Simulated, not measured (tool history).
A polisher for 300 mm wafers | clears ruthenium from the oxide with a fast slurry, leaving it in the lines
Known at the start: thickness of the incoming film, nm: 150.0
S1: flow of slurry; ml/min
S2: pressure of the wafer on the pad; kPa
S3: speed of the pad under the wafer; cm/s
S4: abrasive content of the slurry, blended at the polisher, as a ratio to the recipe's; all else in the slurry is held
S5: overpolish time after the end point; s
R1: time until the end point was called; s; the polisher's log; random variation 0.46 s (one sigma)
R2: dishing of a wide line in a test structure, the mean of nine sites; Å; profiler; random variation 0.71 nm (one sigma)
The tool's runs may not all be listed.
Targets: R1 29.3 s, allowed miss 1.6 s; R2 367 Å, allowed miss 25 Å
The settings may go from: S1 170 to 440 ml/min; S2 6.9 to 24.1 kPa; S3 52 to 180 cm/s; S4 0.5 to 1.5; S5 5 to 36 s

Run 1, day 0: S1 280 ml/min, S2 15.2 kPa, S3 116 cm/s, S4 1, S5 18 s. Result: R1 37.891 s, R2 534.63 Å.
Run 2, day 0.3: S1 280 ml/min, S2 11.7 kPa, S3 116 cm/s, S4 1, S5 18 s. Result: R1 49.238 s, R2 419.75 Å.
Run 3, day 0.442: S1 280 ml/min, S2 13.1 kPa, S3 118 cm/s, S4 1, S5 15 s. Result: R1 45.004 s, R2 409.43 Å.
Run 4, day 0.779: S1 280 ml/min, S2 14.5 kPa, S3 120 cm/s, S4 1.05, S5 12 s. Result: R1 38.514 s, R2 364.55 Å.
Run 5, day 0.912: S1 280 ml/min, S2 15.2 kPa, S3 120 cm/s, S4 1.05, S5 11 s. Result: R1 37.463 s, R2 342.83 Å.
Run 6, day 1.2: S1 280 ml/min, S2 12.4 kPa, S3 120 cm/s, S4 1.05, S5 11 s. Result: R1 44.072 s, R2 293.85 Å.
Run 7, day 1.392: S1 280 ml/min, S2 13.8 kPa, S3 122 cm/s, S4 1.05, S5 10 s. Result: R1 39.46 s, R2 302.95 Å.
Run 8, day 1.458: S1 280 ml/min, S2 14.5 kPa, S3 122 cm/s, S4 1.05, S5 10 s. Result: R1 38.001 s, R2 319.77 Å.
Run 9, day 1.679: S1 280 ml/min, S2 15.2 kPa, S3 122 cm/s, S4 1.05, S5 10 s. Result: R1 37.065 s, R2 335.66 Å.
Run 10, day 1.854: S1 280 ml/min, S2 15.9 kPa, S3 122 cm/s, S4 1.05, S5 9 s. Result: R1 34.237 s, R2 307.37 Å.
Run 11, day 2.142: S1 280 ml/min, S2 16.5 kPa, S3 122 cm/s, S4 1.05, S5 9 s. Result: R1 33.738 s, R2 325.43 Å.
Run 12, day 2.325: S1 280 ml/min, S2 17.2 kPa, S3 122 cm/s, S4 1.05, S5 9 s. Result: R1 33.243 s, R2 335.46 Å.
Run 13, day 2.629: S1 280 ml/min, S2 20 kPa, S3 124 cm/s, S4 1.05, S5 8 s. Result: R1 26.814 s, R2 340.95 Å.

4 next moves are on the table. One of them brings every result within its allowed miss. Which?
Run A, day 2.933: S1 265 ml/min, S2 20 kPa, S3 100 cm/s, S4 1.15, S5 11 s. Result: R1 ?, R2 ?.
Run B, day 2.933: S1 290 ml/min, S2 18.6 kPa, S3 130 cm/s, S4 0.95, S5 9 s. Result: R1 ?, R2 ?.
Run C, day 2.933: S1 295 ml/min, S2 20 kPa, S3 128 cm/s, S4 1.1, S5 9 s. Result: R1 ?, R2 ?.
Run D, day 2.933: S1 275 ml/min, S2 19.3 kPa, S3 110 cm/s, S4 1.2, S5 11 s. Result: R1 ?, R2 ?.

move      R1      R2
   A  32.555  410.54
   B  30.333  365.84
   C  26.907  406.89
   D  30.619  433.18
A: takes the result that was furthest off past its target
B: meets every target
C: as far off as the last run
D: brings the result that was furthest off to its target, and leaves another outside
The right move is B.
